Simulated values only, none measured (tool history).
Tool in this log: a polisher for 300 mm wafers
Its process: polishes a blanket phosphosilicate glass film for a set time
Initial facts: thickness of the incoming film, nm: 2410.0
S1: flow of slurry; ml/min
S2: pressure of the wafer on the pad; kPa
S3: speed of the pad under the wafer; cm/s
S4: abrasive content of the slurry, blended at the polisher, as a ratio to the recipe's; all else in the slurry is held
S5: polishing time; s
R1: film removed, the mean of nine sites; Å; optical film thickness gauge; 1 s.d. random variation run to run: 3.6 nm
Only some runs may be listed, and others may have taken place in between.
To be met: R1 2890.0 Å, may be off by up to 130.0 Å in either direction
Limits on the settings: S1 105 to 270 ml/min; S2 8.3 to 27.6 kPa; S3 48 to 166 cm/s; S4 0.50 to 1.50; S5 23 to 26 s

run 1 hour=0.0 | S1=175 S2=17.9 S3=106 S4=1.00 S5=26 | R1=2032.9
run 2 hour=7.2 | S1=175 S2=17.9 S3=106 S4=1.00 S5=23 | R1=1833.6
run 3 hour=9.0 | S1=175 S2=19.3 S3=106 S4=1.00 S5=23 | R1=1897.4
run 4 hour=11.8 | S1=175 S2=19.3 S3=106 S4=0.85 S5=23 | R1=1751.5
run 5 hour=18.4 | S1=175 S2=15.2 S3=106 S4=0.85 S5=23 | R1=1417.8
run 6 hour=19.8 | S1=175 S2=17.2 S3=108 S4=0.85 S5=23 | R1=1641.1
-- hour=25.2 slurry nozzle cleaned
run 7 hour=25.2 | S1=175 S2=18.6 S3=108 S4=0.85 S5=23 | R1=1780.6
run 8 hour=26.7 | S1=175 S2=20.0 S3=108 S4=0.85 S5=23 | R1=1887.2
run 9 hour=34.9 | S1=180 S2=24.8 S3=116 S4=0.85 S5=23 | R1=2384.4
run 10 hour=41.6 | S1=180 S2=24.8 S3=116 S4=0.85 S5=23 | R1=2349.9
run 11 hour=47.1 | S1=180 S2=25.5 S3=118 S4=0.85 S5=23 | R1=2467.7
run 12 hour=48.0 | S1=180 S2=25.5 S3=120 S4=0.85 S5=23 | R1=2457.2
run 13 hour=56.9 | S1=180 S2=25.5 S3=122 S4=0.85 S5=23 | R1=2518.4
run 14 hour=57.8 | S1=180 S2=25.5 S3=124 S4=0.85 S5=23 | R1=2537.2
run 15 hour=63.4 | S1=180 S2=25.5 S3=126 S4=0.85 S5=23 | R1=2614.4
run 16 hour=71.6 | S1=180 S2=26.9 S3=128 S4=0.85 S5=23 | R1=2739.6

Below are 5 possible settings for the next run. Only one of them brings all results inside the allowed miss of their targets. Which is it?
run A hour=79.8 | S1=175 S2=27.6 S3=128 S4=0.70 S5=24 | R1=?
run B hour=79.8 | S1=185 S2=26.2 S3=118 S4=0.75 S5=24 | R1=?
run C hour=79.8 | S1=175 S2=22.8 S3=132 S4=0.90 S5=26 | R1=?
run D hour=79.8 | S1=170 S2=26.2 S3=114 S4=0.95 S5=23 | R1=?
run E hour=79.8 | S1=240 S2=21.4 S3=126 S4=1.00 S5=24 | R1=?

move=A R1=2589.9
move=B R1=2456.2
move=C R1=2874.5
move=D R1=2626.9
move=E R1=2657.0
A: lands further from the targets than the last run did
B: lands further from the targets than the last run did
C: each result inside its tolerance
D: lands further from the targets than the last run did
E: lands further from the targets than the last run did
The move that meets every target is C.
